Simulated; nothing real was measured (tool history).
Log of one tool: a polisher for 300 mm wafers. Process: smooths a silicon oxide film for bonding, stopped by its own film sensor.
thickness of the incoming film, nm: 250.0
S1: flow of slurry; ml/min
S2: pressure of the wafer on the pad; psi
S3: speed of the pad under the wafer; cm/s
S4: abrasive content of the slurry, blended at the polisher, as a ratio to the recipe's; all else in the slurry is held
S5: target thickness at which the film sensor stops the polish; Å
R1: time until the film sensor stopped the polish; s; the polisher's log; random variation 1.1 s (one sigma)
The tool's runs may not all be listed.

{"run": 1, "hour": 0.0, "S1": 315, "S2": 1.9, "S3": 78, "S4": 1.0, "S5": 1920, "R1": 100.47}
{"run": 2, "hour": 4.9, "S1": 315, "S2": 1.9, "S3": 96, "S4": 1.0, "S5": 1920, "R1": 85.752}
{"run": 3, "hour": 11.7, "S1": 315, "S2": 1.8, "S3": 96, "S4": 1.0, "S5": 1920, "R1": 88.365}
{"run": 4, "hour": 12.5, "S1": 315, "S2": 1.7, "S3": 96, "S4": 1.0, "S5": 1920, "R1": 90.058}
{"run": 5, "hour": 19.1, "S1": 275, "S2": 1.7, "S3": 96, "S4": 1.0, "S5": 1920, "R1": 91.257}
{"run": 6, "hour": 26.4, "S1": 275, "S2": 1.7, "S3": 96, "S4": 1.1, "S5": 1920, "R1": 88.909}
{"run": 7, "hour": 31.1, "S1": 275, "S2": 1.6, "S3": 96, "S4": 1.1, "S5": 1920, "R1": 91.056}

The next listed run, before its measurement:
{"run": 8, "hour": 33.0, "S1": 275, "S2": 1.6, "S3": 96, "S4": 1.1, "S5": 1920, "R1": "?"}

{"run 8": {"R1": 92.318}}
